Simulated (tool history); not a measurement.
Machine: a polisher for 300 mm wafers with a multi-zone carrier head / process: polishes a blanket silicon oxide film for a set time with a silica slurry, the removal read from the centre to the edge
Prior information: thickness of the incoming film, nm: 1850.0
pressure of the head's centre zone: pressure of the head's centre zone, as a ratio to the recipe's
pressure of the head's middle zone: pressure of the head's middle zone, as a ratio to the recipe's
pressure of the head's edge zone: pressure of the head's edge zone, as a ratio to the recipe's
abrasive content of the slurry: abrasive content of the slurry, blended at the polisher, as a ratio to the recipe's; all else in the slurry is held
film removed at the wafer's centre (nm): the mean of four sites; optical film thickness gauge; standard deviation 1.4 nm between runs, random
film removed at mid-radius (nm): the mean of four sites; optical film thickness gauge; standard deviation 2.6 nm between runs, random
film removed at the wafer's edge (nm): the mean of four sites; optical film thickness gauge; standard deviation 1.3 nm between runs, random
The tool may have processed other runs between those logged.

run    day  flow of slurry (ml/min)  pressure of the head's centre zone  pressure of the head's middle zone  pressure of the head's edge zone  abrasive content of the slurry  polishing time (s)  film removed at the wafer's centre (nm)  film removed at mid-radius (nm)  film removed at the wafer's edge (nm)
  1  0.000                      225                                1.00                                1.00                              1.00                            1.00                  81                                   319.66                           312.07                                 305.04
  2  0.092                      225                                1.00                                1.00                              1.00                            1.00                  69                                   270.29                           265.81                                 257.97
  3  0.179                      220                                1.00                                0.97                              0.99                            0.95                  69                                   266.79                           257.55                                 254.18
  4  0.458                      220                                1.00                                0.97                              0.99                            1.10                  69                                   278.77                           266.01                                 265.91
  5  0.525                      220                                1.00                                0.91                              0.99                            1.10                  69                                   276.82                           253.62                                 264.12
  6  0.671                      220                                1.00                                0.84                              0.99                            1.10                  69                                   279.57                           237.52                                 269.51
  7  0.888                      215                                1.00                                0.84                              0.98                            1.00                  69                                   269.95                           229.86                                 258.14
  8  1.262                      210                                1.00                                0.84                              0.97                            0.95                  69                                   267.01                           216.28                                 250.20
  9  1.575                      205                                0.99                                0.85                              0.95                            0.90                  69                                   254.97                           221.77                                 243.97
 10  1.600                      200                                0.99                                0.84                              0.94                            0.85                  69                                   249.89                           217.17                                 240.47
 11  1.958                      200                                0.99                                0.84                              0.93                            0.80                  68                                   242.99                           209.98                                 226.98
 12  2.212                      195                                0.99                                0.84                              0.93                            0.75                  68                                   233.22                           201.74                                 220.23
     2.433  -- edge zone pressure recalibrated
 13  2.433                      190                                0.99                                0.84                              0.93                            0.75                  68                                   235.69                           202.99                                 232.99

Run 14 has not been measured yet. What should we expect?
 14  2.804                      195                                0.99                                0.84                              0.92                            0.70                  68                                        ?                                ?                                      ?

film removed at the wafer's centre (nm): 232.21
film removed at mid-radius (nm): 200.01
film removed at the wafer's edge (nm): 225.91
